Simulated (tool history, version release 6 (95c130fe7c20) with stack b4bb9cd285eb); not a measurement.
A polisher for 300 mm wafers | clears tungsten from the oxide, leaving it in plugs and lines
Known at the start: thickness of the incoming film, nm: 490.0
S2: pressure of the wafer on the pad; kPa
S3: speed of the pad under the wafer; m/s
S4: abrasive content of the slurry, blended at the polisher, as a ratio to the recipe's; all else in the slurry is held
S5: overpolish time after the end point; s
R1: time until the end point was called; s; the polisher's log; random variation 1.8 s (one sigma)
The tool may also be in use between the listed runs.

Run 1, hour 0.0: flow of slurry (ml/min) 240, S2 33.1 kPa, S3 0.98 m/s, S4 1.0, S5 10 s. Result: R1 103.960 s.
Run 2, hour 8.5: flow of slurry (ml/min) 240, S2 30.3 kPa, S3 0.98 m/s, S4 1.0, S5 10 s. Result: R1 114.190 s.
Run 3, hour 9.2: flow of slurry (ml/min) 240, S2 30.3 kPa, S3 0.88 m/s, S4 1.0, S5 10 s. Result: R1 125.880 s.
Run 4, hour 14.5: flow of slurry (ml/min) 240, S2 30.3 kPa, S3 1.12 m/s, S4 1.0, S5 10 s. Result: R1 98.804 s.
Run 5, hour 20.1: flow of slurry (ml/min) 240, S2 30.3 kPa, S3 1.26 m/s, S4 1.0, S5 10 s. Result: R1 89.152 s.
Run 6, hour 28.4: flow of slurry (ml/min) 240, S2 30.3 kPa, S3 1.26 m/s, S4 1.0, S5 7 s. Result: R1 90.098 s.

Run 7 comes next. What will it give?
Run 7, hour 30.6: flow of slurry (ml/min) 240, S2 26.2 kPa, S3 1.24 m/s, S4 1.0, S5 7 s. Result: R1 ?.

R1: 105.830 s
